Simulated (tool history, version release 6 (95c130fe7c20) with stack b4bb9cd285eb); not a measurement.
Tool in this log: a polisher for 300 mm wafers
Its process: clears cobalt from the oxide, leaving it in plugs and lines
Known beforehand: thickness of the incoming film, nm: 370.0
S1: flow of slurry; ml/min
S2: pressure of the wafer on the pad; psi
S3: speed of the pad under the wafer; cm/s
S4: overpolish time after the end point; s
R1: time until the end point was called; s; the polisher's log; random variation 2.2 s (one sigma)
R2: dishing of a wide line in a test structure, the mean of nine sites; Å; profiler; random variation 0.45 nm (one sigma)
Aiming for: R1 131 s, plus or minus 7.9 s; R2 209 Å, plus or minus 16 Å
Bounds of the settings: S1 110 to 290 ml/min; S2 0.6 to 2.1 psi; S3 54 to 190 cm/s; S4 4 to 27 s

run  hour   S1   S2   S3  S4      R1      R2
  1     0  185  1.3  122  14  99.975  328.09
  2   3.8  225  1.3  122  14      96  333.88
  3   6.3  225  1.2  122  13  107.37  297.21
  4   9.9  225  1.2  122  15  105.05  322.78
  5  17.8  225  1.2  122  20  101.94  405.23
  6  25.9  225  1.2  122  18  102.71   364.1
  7  33.3  225  1.2  122  16  104.06   351.8
  8  41.3  225  1.2  120  14  104.23  327.06
  9  46.4  225  0.8  118   8  154.58  152.11
 10  50.7  225  0.9  116  10  143.58  194.77

5 candidate next runs follow, results not yet known. Just one meets every target within its allowed miss. Identify it.
  A    55  225  0.9  112   9   ?   ?
  B    55  230    1  116  10   ?   ?
  C    55  230  1.1   88  12   ?   ?
  D    55  255  0.8  120   9   ?   ?
  E    55  240    1   96   9   ?   ?

move      R1      R2
   A  145.33  181.25
   B  126.63  220.59
   C  150.78   222.2
   D  149.95  176.62
   E  151.27  175.33
A: misses by more than the last run did
B: each result inside its tolerance
C: misses by more than the last run did
D: misses by more than the last run did
E: misses by more than the last run did
Answer: B
